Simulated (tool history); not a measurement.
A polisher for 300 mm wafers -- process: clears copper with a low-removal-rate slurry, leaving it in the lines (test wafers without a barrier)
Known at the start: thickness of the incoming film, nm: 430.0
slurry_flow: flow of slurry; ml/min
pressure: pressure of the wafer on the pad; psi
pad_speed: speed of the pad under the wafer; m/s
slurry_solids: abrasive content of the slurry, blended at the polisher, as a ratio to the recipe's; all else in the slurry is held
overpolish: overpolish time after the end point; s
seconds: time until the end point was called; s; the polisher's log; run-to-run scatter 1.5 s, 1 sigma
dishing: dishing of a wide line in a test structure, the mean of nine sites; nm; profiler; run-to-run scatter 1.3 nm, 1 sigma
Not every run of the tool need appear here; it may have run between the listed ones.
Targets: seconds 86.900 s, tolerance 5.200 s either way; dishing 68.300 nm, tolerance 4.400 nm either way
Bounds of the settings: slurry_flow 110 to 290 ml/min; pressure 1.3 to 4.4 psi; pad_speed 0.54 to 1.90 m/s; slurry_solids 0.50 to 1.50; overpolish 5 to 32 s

run,hour,slurry_flow,pressure,pad_speed,slurry_solids,overpolish,seconds,dishing
1,0.0,185,2.8,1.22,1.00,16,109.070,44.611
2,4.2,225,2.8,1.22,1.00,16,105.840,43.977
3,5.0,225,2.9,1.22,1.00,17,107.470,48.435
4,11.2,225,3.0,1.22,1.00,17,103.210,50.630
5,19.6,225,3.1,1.22,1.00,17,96.766,51.069
6,24.5,225,3.1,1.22,1.15,17,97.065,54.069
7,26.2,225,3.3,1.22,1.15,18,92.574,58.606
8,33.7,225,3.4,1.22,1.15,19,87.966,62.384

5 next moves are on the table. One of them brings every result within its allowed miss. Which?
A,41.2,270,3.0,1.32,1.20,17,?,?
B,41.2,190,3.5,1.12,1.10,16,?,?
C,41.2,175,3.6,1.18,1.00,19,?,?
D,41.2,230,3.5,1.22,1.10,17,?,?
E,41.2,190,3.3,1.30,1.15,21,?,?

move,seconds,dishing
A,89.375,55.684
B,95.086,50.646
C,90.525,61.210
D,85.639,58.311
E,86.705,68.396
A: lands further from the targets than the last run did
B: lands further from the targets than the last run did
C: lands further from the targets than the last run did
D: lands further from the targets than the last run did
E: hits every target within its allowed miss
Move E is the one to make.

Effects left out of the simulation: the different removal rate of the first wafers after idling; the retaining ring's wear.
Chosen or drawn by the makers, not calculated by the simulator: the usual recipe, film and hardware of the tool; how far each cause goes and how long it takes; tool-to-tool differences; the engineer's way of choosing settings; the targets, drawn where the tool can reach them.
